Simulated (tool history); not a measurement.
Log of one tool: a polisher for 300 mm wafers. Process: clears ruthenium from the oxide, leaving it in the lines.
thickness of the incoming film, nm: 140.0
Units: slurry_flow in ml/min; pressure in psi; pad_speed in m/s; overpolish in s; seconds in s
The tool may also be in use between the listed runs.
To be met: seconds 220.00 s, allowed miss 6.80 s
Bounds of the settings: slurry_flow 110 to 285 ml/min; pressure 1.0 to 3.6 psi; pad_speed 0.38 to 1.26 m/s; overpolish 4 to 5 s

run	day	slurry_flow	pressure	pad_speed	overpolish	seconds
1	0.000	180	2.3	0.82	5	135.44
2	0.375	180	2.2	0.82	5	139.85
3	0.646	180	2.2	0.68	5	169.15
4	0.833	180	2.1	0.68	5	175.10
5	0.992	180	2.0	0.68	5	182.34
6	1.242	160	2.0	0.68	5	185.23
7	1.475	145	1.6	0.68	5	236.51
8	1.758	150	1.6	0.68	5	234.46
9	1.992	155	1.6	0.68	5	236.03
10	2.246	160	1.6	0.68	5	230.20
# day 2.571: head pressure recalibrated
11	2.571	160	1.6	0.68	5	208.91

Which of these 5 next moves meets every target?
A	2.896	155	1.3	0.72	4	?
B	2.896	140	1.9	0.50	5	?
C	2.896	110	1.7	0.58	5	?
D	2.896	140	1.4	0.70	4	?
E	2.896	120	1.5	0.72	5	?

move	seconds
A	243.05
B	242.48
C	240.52
D	235.32
E	218.08
A: takes the result that was furthest off past its target
B: takes the result that was furthest off past its target
C: takes the result that was furthest off past its target
D: takes the result that was furthest off past its target
E: meets every target
Move E is the one to make.
